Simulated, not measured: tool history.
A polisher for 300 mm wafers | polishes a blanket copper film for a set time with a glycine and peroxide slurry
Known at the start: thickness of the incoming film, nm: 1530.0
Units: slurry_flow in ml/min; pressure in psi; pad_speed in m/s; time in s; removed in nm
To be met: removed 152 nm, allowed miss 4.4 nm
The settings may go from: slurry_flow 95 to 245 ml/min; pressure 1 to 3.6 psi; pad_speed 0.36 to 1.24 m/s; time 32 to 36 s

run,day,slurry_flow,pressure,pad_speed,time,removed
1,0,155,2.3,0.8,36,109.4
2,0.25,155,2.3,0.8,32,96.714
3,0.562,190,2.3,0.8,32,99.157
4,0.696,215,2.3,0.8,32,100.56
5,0.742,215,2.8,0.8,32,111.79
6,0.842,215,3,0.84,32,120.33
7,1.033,215,3.2,0.88,32,130.06
8,1.25,230,3.6,0.92,32,145.7

4 next moves are on the table. One of them brings every result within its allowed miss. Which?
A,1.467,190,3.6,0.88,32,?
B,1.467,230,3.6,0.9,32,?
C,1.467,245,3.6,0.84,33,?
D,1.467,240,3.6,0.94,33,?

move,removed
A,138.34
B,143.93
C,142.23
D,153.94
A: further off than the last run
B: further off than the last run
C: further off than the last run
D: meets every target
The right move is D.
